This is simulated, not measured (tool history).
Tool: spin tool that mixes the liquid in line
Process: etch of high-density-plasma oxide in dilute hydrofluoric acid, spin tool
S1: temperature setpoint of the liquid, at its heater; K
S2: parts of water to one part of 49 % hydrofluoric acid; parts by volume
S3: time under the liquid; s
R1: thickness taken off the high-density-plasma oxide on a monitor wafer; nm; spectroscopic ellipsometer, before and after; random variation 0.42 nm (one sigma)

run,hour,S1,S2,S3,R1
1,0,294.15,75,325,23.853
2,6.7,295.65,70,325,26.798
3,11.6,295.65,90,325,20.692
4,14.2,296.65,80,325,24.28
5,18.7,294.65,80,325,22.688
6,20.2,294.65,55,325,34.056
7,25.9,294.65,55,325,33.962
8,29.8,296.15,55,325,36.1
9,33.2,297.15,55,325,37.938
10,35.8,298.15,55,325,39.232
11,40.5,299.15,55,325,40.608
12,45,299.65,55,325,41.697
13,50.2,300.15,55,325,42.426
14,54.7,300.65,55,325,43.544
15,56.1,301.15,55,325,44.71

Run 16 comes next. What will it give?
16,57.9,301.65,55,325,?

R1: 44.865 nm

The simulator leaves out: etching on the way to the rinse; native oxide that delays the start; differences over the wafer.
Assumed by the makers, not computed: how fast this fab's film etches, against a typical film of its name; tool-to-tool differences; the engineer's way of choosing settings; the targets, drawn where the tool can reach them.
